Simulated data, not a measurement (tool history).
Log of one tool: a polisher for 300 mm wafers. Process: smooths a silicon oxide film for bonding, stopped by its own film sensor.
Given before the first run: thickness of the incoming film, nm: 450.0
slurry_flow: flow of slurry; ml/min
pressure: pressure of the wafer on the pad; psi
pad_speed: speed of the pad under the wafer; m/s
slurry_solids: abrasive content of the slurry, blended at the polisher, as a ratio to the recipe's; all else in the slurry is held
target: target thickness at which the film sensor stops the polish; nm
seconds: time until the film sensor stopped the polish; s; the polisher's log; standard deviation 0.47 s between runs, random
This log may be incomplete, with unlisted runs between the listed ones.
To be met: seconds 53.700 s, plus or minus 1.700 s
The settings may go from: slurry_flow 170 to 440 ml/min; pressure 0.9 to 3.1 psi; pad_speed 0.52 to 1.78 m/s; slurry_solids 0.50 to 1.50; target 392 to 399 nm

run    day  slurry_flow  pressure  pad_speed  slurry_solids  target  seconds
  1  0.000          280       2.0       1.14           1.00     392   72.875
  2  0.200          280       2.0       1.42           1.00     392   62.134
  3  0.438          280       2.1       1.42           1.00     392   60.897
  4  0.767          280       2.2       1.42           1.00     392   59.314
  5  0.862          280       2.2       1.42           0.85     392   63.009
  6  0.917          280       2.2       1.20           0.85     392   70.899
  7  1.083          280       2.4       1.20           0.85     392   66.237
  8  1.362          280       2.6       1.20           0.85     392   63.586
  9  1.617          280       2.8       1.22           0.85     392   59.367
 10  1.767          280       2.9       1.22           0.85     392   58.614
 11  1.896          280       3.0       1.24           0.85     392   56.231
 12  1.938          280       3.0       1.26           0.85     392   55.488

Consider the 5 candidate settings below. Which is the only one whose results all fall within their allowed miss of target?
  A  1.979          215       2.6       1.06           1.00     399        ?
  B  1.979          320       2.8       1.16           0.90     392        ?
  C  1.979          335       2.7       1.20           0.90     395        ?
  D  1.979          200       3.0       1.18           1.10     395        ?
  E  1.979          245       2.9       1.38           0.65     392        ?

move  seconds
   A   59.089
   B   59.279
   C   55.941
   D   52.254
   E   58.718
A: misses by more than the last run did
B: misses by more than the last run did
C: misses by more than the last run did
D: meets every target
E: misses by more than the last run did
Move D is the one to make.
